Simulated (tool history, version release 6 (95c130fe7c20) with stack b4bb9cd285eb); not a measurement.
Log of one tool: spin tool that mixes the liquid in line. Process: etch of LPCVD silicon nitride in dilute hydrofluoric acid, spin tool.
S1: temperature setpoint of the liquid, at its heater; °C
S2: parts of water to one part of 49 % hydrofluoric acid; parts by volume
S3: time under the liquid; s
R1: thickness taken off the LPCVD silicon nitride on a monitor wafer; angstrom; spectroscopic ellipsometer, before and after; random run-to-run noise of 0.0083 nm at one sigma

run	day	S1	S2	S3	R1
1	0.000	22.0	50	75	6.2074
2	0.258	22.0	45	75	6.5940
3	0.442	21.0	50	75	5.6747
4	0.467	21.0	50	75	5.3485
5	0.712	20.0	50	75	5.2660
6	0.754	21.5	50	75	5.7138
7	1.079	20.5	55	75	4.7351
8	1.188	20.0	55	75	4.6675
9	1.462	19.5	55	75	4.4927

Expected results for the next run?
10	1.654	19.0	55	75	?

{"run 10": {"R1": 4.2859}}
